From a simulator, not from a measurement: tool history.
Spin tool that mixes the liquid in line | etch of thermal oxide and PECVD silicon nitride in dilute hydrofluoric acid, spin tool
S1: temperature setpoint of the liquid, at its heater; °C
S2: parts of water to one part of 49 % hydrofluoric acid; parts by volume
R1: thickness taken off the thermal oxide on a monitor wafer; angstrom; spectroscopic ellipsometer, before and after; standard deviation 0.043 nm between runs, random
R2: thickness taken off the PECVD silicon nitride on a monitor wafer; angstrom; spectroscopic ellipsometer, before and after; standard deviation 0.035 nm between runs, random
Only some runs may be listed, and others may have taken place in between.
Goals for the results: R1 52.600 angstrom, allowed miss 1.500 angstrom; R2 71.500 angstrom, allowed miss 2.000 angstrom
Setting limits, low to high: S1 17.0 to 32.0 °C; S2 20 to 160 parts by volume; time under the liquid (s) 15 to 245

Run 1, hour 0.0: S1 24.0 °C, S2 90 parts by volume, time under the liquid (s) 125. Result: R1 56.676 angstrom, R2 69.579 angstrom.
Run 2, hour 0.9: S1 24.5 °C, S2 95 parts by volume, time under the liquid (s) 125. Result: R1 54.758 angstrom, R2 67.411 angstrom.
Run 3, hour 7.3: S1 25.0 °C, S2 100 parts by volume, time under the liquid (s) 125. Result: R1 51.989 angstrom, R2 66.788 angstrom.
Run 4, hour 16.0: S1 25.0 °C, S2 100 parts by volume, time under the liquid (s) 85. Result: R1 35.842 angstrom, R2 45.296 angstrom.
Run 5, hour 24.3: S1 26.0 °C, S2 95 parts by volume, time under the liquid (s) 85. Result: R1 38.783 angstrom, R2 51.092 angstrom.
Run 6, hour 28.6: S1 25.0 °C, S2 95 parts by volume, time under the liquid (s) 85. Result: R1 37.969 angstrom, R2 47.708 angstrom.
Run 7, hour 34.7: S1 25.0 °C, S2 95 parts by volume, time under the liquid (s) 85. Result: R1 37.341 angstrom, R2 47.354 angstrom.
Run 8, hour 41.4: S1 25.5 °C, S2 90 parts by volume, time under the liquid (s) 85. Result: R1 41.040 angstrom, R2 52.234 angstrom.

Of the 5 settings listed for the next run, only one would bring every result within its allowed miss of target. Which one?
Run A, hour 48.1: S1 25.0 °C, S2 80 parts by volume, time under the liquid (s) 110. Result: R1 ?, R2 ?.
Run B, hour 48.1: S1 21.0 °C, S2 65 parts by volume, time under the liquid (s) 90. Result: R1 ?, R2 ?.
Run C, hour 48.1: S1 28.5 °C, S2 80 parts by volume, time under the liquid (s) 85. Result: R1 ?, R2 ?.
Run D, hour 48.1: S1 26.0 °C, S2 85 parts by volume, time under the liquid (s) 90. Result: R1 ?, R2 ?.
Run E, hour 48.1: S1 26.0 °C, S2 110 parts by volume, time under the liquid (s) 150. Result: R1 ?, R2 ?.

move      R1      R2
   A  58.803  73.046
   B  51.042  55.672
   C  52.276  71.176
   D  46.858  60.197
   E  58.528  77.806
A: puts the biggest miss on target and leaves a different result outside tolerance
B: moves toward the targets from the last run without getting all of them in spec
C: hits every target within its allowed miss
D: moves toward the targets from the last run without getting all of them in spec
E: takes the biggest miss from the last run beyond its target
Answer: C
